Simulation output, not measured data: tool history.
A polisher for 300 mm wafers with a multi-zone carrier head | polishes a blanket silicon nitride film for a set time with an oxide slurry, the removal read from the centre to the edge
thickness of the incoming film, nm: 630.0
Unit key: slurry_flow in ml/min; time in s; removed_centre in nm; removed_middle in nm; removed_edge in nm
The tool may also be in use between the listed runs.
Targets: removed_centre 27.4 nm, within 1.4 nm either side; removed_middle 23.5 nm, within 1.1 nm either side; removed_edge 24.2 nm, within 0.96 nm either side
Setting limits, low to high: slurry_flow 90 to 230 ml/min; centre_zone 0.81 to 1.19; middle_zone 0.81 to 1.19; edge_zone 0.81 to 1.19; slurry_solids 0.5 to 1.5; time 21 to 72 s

run 1 hour=0 | slurry_flow=150 centre_zone=1 middle_zone=1 edge_zone=1 slurry_solids=1 time=46 | removed_centre=20.149 removed_middle=20.655 removed_edge=20.421
run 2 hour=7.3 | slurry_flow=150 centre_zone=1.03 middle_zone=1 edge_zone=1 slurry_solids=1 time=46 | removed_centre=20.812 removed_middle=20.556 removed_edge=20.257
run 3 hour=11.7 | slurry_flow=155 centre_zone=1.05 middle_zone=1 edge_zone=1.02 slurry_solids=1.05 time=46 | removed_centre=21.986 removed_middle=21.49 removed_edge=21.306
run 4 hour=15.3 | slurry_flow=130 centre_zone=1.05 middle_zone=1 edge_zone=1.02 slurry_solids=1.05 time=46 | removed_centre=21.059 removed_middle=20.297 removed_edge=20.565
run 5 hour=20.4 | slurry_flow=130 centre_zone=1.05 middle_zone=1.07 edge_zone=1.02 slurry_solids=1.05 time=46 | removed_centre=20.5 removed_middle=21.17 removed_edge=20.559
run 6 hour=28.4 | slurry_flow=130 centre_zone=1.05 middle_zone=1.07 edge_zone=1.06 slurry_solids=1.05 time=46 | removed_centre=20.656 removed_middle=21.303 removed_edge=20.563
run 7 hour=34.6 | slurry_flow=140 centre_zone=1.07 middle_zone=1.05 edge_zone=1.07 slurry_solids=1.1 time=46 | removed_centre=21.677 removed_middle=21.923 removed_edge=21.953
run 8 hour=43.3 | slurry_flow=180 centre_zone=1.17 middle_zone=0.97 edge_zone=0.97 slurry_solids=1.2 time=47 | removed_centre=26.795 removed_middle=22.795 removed_edge=22.998

5 candidate next runs follow, results not yet known. Just one meets every target within its allowed miss. Identify it.
run A hour=52 | slurry_flow=100 centre_zone=1.01 middle_zone=0.86 edge_zone=1.16 slurry_solids=1.4 time=52 | removed_centre=? removed_middle=? removed_edge=?
run B hour=52 | slurry_flow=200 centre_zone=1.06 middle_zone=0.89 edge_zone=1.11 slurry_solids=1.3 time=44 | removed_centre=? removed_middle=? removed_edge=?
run C hour=52 | slurry_flow=170 centre_zone=1.19 middle_zone=0.92 edge_zone=1.02 slurry_solids=1.2 time=46 | removed_centre=? removed_middle=? removed_edge=?
run D hour=52 | slurry_flow=205 centre_zone=1.19 middle_zone=0.97 edge_zone=0.85 slurry_solids=1.2 time=48 | removed_centre=? removed_middle=? removed_edge=?
run E hour=52 | slurry_flow=155 centre_zone=1.14 middle_zone=0.96 edge_zone=1.01 slurry_solids=1.1 time=52 | removed_centre=? removed_middle=? removed_edge=?

move=A removed_centre=23.946 removed_middle=21.525 removed_edge=27.488
move=B removed_centre=24.605 removed_middle=21.196 removed_edge=24.561
move=C removed_centre=27.025 removed_middle=21.353 removed_edge=23.245
move=D removed_centre=29.181 removed_middle=24.008 removed_edge=22.761
move=E removed_centre=27.458 removed_middle=23.525 removed_edge=24.695
A: takes the biggest miss from the last run beyond its target
B: puts the biggest miss on target and leaves a different result outside tolerance
C: puts the biggest miss on target and leaves a different result outside tolerance
D: the biggest miss grows against the last run
E: all results land within tolerance of their targets
The right move is E.
